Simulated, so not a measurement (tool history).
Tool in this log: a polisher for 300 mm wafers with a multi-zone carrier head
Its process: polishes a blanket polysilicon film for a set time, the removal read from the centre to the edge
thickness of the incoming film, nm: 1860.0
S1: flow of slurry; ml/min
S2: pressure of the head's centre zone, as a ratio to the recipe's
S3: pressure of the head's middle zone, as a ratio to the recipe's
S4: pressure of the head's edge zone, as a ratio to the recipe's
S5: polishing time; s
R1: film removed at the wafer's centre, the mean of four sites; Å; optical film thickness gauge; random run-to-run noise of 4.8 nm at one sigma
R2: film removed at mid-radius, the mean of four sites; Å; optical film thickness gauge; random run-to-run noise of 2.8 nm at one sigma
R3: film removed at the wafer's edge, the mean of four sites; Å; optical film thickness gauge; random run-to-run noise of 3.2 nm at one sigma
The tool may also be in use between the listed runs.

| run | hour | S1 | S2 | S3 | S4 | S5 | R1 | R2 | R3 |
|---|---|---|---|---|---|---|---|---|---|
| 1 | 0 | 190 | 1 | 1 | 1 | 35 | 3096.7 | 3299 | 3333.6 |
| 2 | 3.8 | 210 | 1.06 | 1 | 1.04 | 37 | 3460.6 | 3543.3 | 3620.5 |
| 3 | 4.6 | 220 | 1.1 | 0.98 | 1.03 | 40 | 3923.9 | 3831.1 | 3900.5 |
| 4 | 10.4 | 220 | 1.1 | 0.98 | 0.96 | 40 | 3929.1 | 3808.8 | 3848.5 |
| 5 | 13.4 | 220 | 1.1 | 0.98 | 0.96 | 44 | 4337 | 4190.2 | 4151.9 |
| 6 | 21.1 | 180 | 1.1 | 0.98 | 0.96 | 44 | 4180.2 | 4029.8 | 4068.1 |
| 7 | 23 | 205 | 1.13 | 0.96 | 0.99 | 44 | 4420.2 | 4098.1 | 4212 |
| 8 | 25.8 | 225 | 1.15 | 0.95 | 1.01 | 44 | 4504.7 | 4089.5 | 4239.4 |
| 9 | 33.5 | 235 | 1.16 | 0.94 | 1.03 | 45 | 4654.9 | 4169 | 4388.9 |
| 10 | 40.5 | 245 | 1.17 | 0.94 | 1.03 | 46 | 4900.6 | 4253.9 | 4558.8 |
|  | 42.3 | centre zone pressure recalibrated |
| 11 | 42.3 | 255 | 1.17 | 0.95 | 1.03 | 46 | 5189 | 4332.2 | 4527.3 |

Run 12 comes next. What will it give?
| 12 | 48.3 | 255 | 1.16 | 0.95 | 1.04 | 46 | ? | ? | ? |

{"run 12": {"R1": 5272.6, "R2": 4394.4, "R3": 4564.3}}
